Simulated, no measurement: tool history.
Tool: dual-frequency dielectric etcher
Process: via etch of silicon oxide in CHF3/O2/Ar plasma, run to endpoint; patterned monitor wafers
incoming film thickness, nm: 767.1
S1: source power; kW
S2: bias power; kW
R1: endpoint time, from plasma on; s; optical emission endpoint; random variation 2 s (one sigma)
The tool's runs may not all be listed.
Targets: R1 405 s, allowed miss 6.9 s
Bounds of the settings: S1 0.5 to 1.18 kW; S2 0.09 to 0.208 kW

Run 1, hour 0: S1 0.84 kW, S2 0.149 kW. Result: R1 353.91 s.
Run 2, hour 3.7: S1 0.78 kW, S2 0.147 kW. Result: R1 364.66 s.
Run 3, hour 5.2: S1 0.73 kW, S2 0.145 kW. Result: R1 370.62 s.
Run 4, hour 6.9: S1 0.73 kW, S2 0.166 kW. Result: R1 360.27 s.
Run 5, hour 8.1: S1 0.68 kW, S2 0.162 kW. Result: R1 368.73 s.
Run 6, hour 16.4: S1 0.64 kW, S2 0.158 kW. Result: R1 379.44 s.
Run 7, hour 17.9: S1 0.61 kW, S2 0.157 kW. Result: R1 389.31 s.
Run 8, hour 22.4: S1 0.59 kW, S2 0.157 kW. Result: R1 386.69 s.
Run 9, hour 28.2: S1 0.57 kW, S2 0.155 kW. Result: R1 392.39 s.
Run 10, hour 32.3: S1 0.55 kW, S2 0.154 kW. Result: R1 397.89 s.

Which of these 4 next moves meets every target?
Run A, hour 36.4: S1 0.5 kW, S2 0.163 kW. Result: R1 ?.
Run B, hour 36.4: S1 0.6 kW, S2 0.158 kW. Result: R1 ?.
Run C, hour 36.4: S1 0.54 kW, S2 0.185 kW. Result: R1 ?.
Run D, hour 36.4: S1 0.52 kW, S2 0.174 kW. Result: R1 ?.

move      R1
   A  402.83
   B     386
   C  384.04
   D  393.17
A: meets every target
B: further off than the last run
C: further off than the last run
D: further off than the last run
The right move is A.
